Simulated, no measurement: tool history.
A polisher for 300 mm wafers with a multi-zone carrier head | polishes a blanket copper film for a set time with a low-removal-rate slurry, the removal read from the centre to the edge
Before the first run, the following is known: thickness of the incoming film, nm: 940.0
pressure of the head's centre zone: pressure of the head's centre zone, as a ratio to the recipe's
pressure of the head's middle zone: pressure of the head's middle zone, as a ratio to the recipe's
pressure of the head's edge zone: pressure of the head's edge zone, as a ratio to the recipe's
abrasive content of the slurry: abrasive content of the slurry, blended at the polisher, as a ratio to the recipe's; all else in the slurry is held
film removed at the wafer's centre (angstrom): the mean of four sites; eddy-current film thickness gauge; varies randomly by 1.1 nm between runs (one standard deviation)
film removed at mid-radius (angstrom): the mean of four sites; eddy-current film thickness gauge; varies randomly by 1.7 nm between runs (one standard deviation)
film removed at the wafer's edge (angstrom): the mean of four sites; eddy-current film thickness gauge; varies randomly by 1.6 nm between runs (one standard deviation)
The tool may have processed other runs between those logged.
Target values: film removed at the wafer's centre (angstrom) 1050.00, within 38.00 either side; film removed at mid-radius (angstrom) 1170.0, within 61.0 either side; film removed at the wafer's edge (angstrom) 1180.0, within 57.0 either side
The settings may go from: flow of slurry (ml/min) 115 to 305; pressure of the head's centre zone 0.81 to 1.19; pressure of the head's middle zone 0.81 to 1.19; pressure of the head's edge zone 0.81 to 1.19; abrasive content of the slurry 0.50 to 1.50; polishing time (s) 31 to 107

run,hour,flow of slurry (ml/min),pressure of the head's centre zone,pressure of the head's middle zone,pressure of the head's edge zone,abrasive content of the slurry,polishing time (s),film removed at the wafer's centre (angstrom),film removed at mid-radius (angstrom),film removed at the wafer's edge (angstrom)
1,0.0,195,1.00,1.00,1.00,1.00,69,1631.10,1715.9,1675.9
2,6.5,190,0.98,0.99,0.99,0.90,67,1517.50,1623.0,1599.9
3,13.6,190,0.97,0.98,0.98,0.85,65,1436.40,1481.5,1522.1
4,18.8,190,0.95,0.99,0.96,0.80,64,1375.80,1554.9,1493.2
5,24.1,190,0.94,0.98,0.95,0.75,62,1308.00,1429.8,1376.1
6,27.7,190,0.94,0.98,1.03,0.75,62,1318.10,1441.0,1463.5
7,28.8,190,0.93,0.97,1.01,0.70,61,1278.00,1380.0,1375.1
8,32.5,155,0.83,0.89,0.97,0.50,59,1008.60,1143.7,1263.9
9,39.7,160,0.84,0.90,0.96,0.50,59,1035.50,1183.3,1275.2

Consider the 5 candidate settings below. Which is the only one whose results all fall within their allowed miss of target?
A,46.9,185,0.88,0.93,0.91,0.50,56,?,?,?
B,46.9,200,0.81,0.95,0.83,0.50,56,?,?,?
C,46.9,125,0.81,0.85,1.01,0.65,63,?,?,?
D,46.9,140,0.81,0.88,0.95,0.50,63,?,?,?
E,46.9,180,0.81,0.87,0.96,0.55,61,?,?,?

move,film removed at the wafer's centre (angstrom),film removed at mid-radius (angstrom),film removed at the wafer's edge (angstrom)
A,1074.80,1180.4,1178.7
B,999.71,1214.1,1138.7
C,1073.40,1199.1,1378.4
D,1063.40,1219.4,1315.3
E,1083.40,1225.3,1327.8
A: hits every target within its allowed miss
B: the furthest-off result lands on target, but another misses its tolerance
C: further off than the last run
D: further off than the last run
E: further off than the last run
Go with A: it meets all targets.

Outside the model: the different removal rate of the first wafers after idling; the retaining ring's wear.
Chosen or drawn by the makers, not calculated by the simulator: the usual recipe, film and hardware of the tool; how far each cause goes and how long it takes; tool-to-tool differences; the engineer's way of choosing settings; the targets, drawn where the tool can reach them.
